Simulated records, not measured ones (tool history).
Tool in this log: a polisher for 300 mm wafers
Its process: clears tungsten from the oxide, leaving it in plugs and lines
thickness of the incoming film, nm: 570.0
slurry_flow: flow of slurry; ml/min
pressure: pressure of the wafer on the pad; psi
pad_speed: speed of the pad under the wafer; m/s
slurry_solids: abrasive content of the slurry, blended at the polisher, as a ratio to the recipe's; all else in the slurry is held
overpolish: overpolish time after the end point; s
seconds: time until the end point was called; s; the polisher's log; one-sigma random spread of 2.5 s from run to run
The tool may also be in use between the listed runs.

run	hour	slurry_flow	pressure	pad_speed	slurry_solids	overpolish	seconds
1	0.0	295	3.5	1.20	1.00	6	131.83
2	3.0	295	3.5	1.20	1.00	5	127.90
3	5.3	295	3.3	1.20	1.00	5	138.87
4	9.8	295	3.3	1.20	1.00	5	137.54
5	18.8	295	3.3	1.30	1.00	5	128.45
6	19.3	295	3.3	1.30	0.85	5	137.95
7	20.6	295	2.3	1.26	0.85	5	196.45

Estimate the outcome of run 8 from the log above:
8	24.2	295	2.4	1.26	0.85	5	?

seconds: 190.09 s
